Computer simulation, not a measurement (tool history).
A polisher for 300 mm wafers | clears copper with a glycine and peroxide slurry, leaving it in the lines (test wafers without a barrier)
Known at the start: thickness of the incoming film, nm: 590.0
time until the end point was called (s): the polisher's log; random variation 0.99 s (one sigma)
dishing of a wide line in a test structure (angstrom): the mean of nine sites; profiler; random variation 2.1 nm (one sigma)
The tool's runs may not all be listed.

run,hour,flow of slurry (ml/min),pressure of the wafer on the pad (kPa),speed of the pad under the wafer (m/s),overpolish time after the end point (s),time until the end point was called (s),dishing of a wide line in a test structure (angstrom)
1,0,310,19.3,0.86,28,111.22,732.43
2,7.2,310,20,0.86,29,107.94,763.67
3,15.8,310,24.8,0.86,29,92.322,829.02
4,22.4,310,24.8,0.98,29,83.162,841.05
5,25.3,310,29,0.98,29,71.879,916.24
6,28.7,310,28.3,0.98,30,74.451,901.61
7,35,310,27.6,0.98,31,75.535,936.65
8,35.7,310,26.9,0.98,32,76.907,905.58

Forecast run 9:
9,39.4,310,26.9,0.98,32,?,?

time until the end point was called (s): 76.831
dishing of a wide line in a test structure (angstrom): 903.16
